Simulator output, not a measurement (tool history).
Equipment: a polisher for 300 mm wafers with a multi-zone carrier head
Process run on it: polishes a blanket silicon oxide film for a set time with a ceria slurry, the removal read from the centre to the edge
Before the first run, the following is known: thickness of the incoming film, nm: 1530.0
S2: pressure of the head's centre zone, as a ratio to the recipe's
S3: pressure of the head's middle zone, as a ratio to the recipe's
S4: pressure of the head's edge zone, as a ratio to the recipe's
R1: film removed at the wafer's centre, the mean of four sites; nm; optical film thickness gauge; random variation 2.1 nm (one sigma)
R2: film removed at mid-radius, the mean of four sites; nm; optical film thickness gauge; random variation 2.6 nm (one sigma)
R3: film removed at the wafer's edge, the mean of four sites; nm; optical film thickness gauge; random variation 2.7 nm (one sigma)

Run 1, hour 0: flow of slurry (ml/min) 150, S2 1, S3 1, S4 1, polishing time (s) 89. Result: R1 441.43 nm, R2 445.11 nm, R3 446.04 nm.
Run 2, hour 6.8: flow of slurry (ml/min) 150, S2 1, S3 1, S4 1.05, polishing time (s) 89. Result: R1 439.95 nm, R2 455.91 nm, R3 455.99 nm.
Run 3, hour 7.7: flow of slurry (ml/min) 150, S2 0.99, S3 0.99, S4 1.02, polishing time (s) 84. Result: R1 413.47 nm, R2 425.44 nm, R3 428.47 nm.
Run 4, hour 13: flow of slurry (ml/min) 150, S2 0.99, S3 1.06, S4 1.02, polishing time (s) 84. Result: R1 412.87 nm, R2 448.11 nm, R3 423.31 nm.
Run 5, hour 21.6: flow of slurry (ml/min) 150, S2 1.04, S3 1.06, S4 1.02, polishing time (s) 84. Result: R1 434.16 nm, R2 441.83 nm, R3 423.29 nm.
Run 6, hour 30: flow of slurry (ml/min) 145, S2 1.03, S3 1.04, S4 1, polishing time (s) 80. Result: R1 410.1 nm, R2 416.74 nm, R3 396.92 nm.
Run 7, hour 34.5: flow of slurry (ml/min) 105, S2 0.93, S3 0.94, S4 0.9, polishing time (s) 57. Result: R1 237.63 nm, R2 248.71 nm, R3 255.3 nm.
Run 8, hour 38.9: flow of slurry (ml/min) 115, S2 0.93, S3 0.94, S4 0.9, polishing time (s) 57. Result: R1 244.1 nm, R2 259.77 nm, R3 262.64 nm.
Run 9, hour 44.3: flow of slurry (ml/min) 125, S2 0.94, S3 0.93, S4 0.9, polishing time (s) 57. Result: R1 254.97 nm, R2 267.68 nm, R3 262.4 nm.
Run 10, hour 49.6: flow of slurry (ml/min) 130, S2 0.94, S3 0.92, S4 0.92, polishing time (s) 57. Result: R1 258.91 nm, R2 260.65 nm, R3 266.04 nm.

Forecast run 11:
Run 11, hour 50.7: flow of slurry (ml/min) 170, S2 0.95, S3 0.97, S4 0.97, polishing time (s) 59. Result: R1 ?, R2 ?, R3 ?.

R1: 288.71 nm
R2: 300.7 nm
R3: 297.28 nm

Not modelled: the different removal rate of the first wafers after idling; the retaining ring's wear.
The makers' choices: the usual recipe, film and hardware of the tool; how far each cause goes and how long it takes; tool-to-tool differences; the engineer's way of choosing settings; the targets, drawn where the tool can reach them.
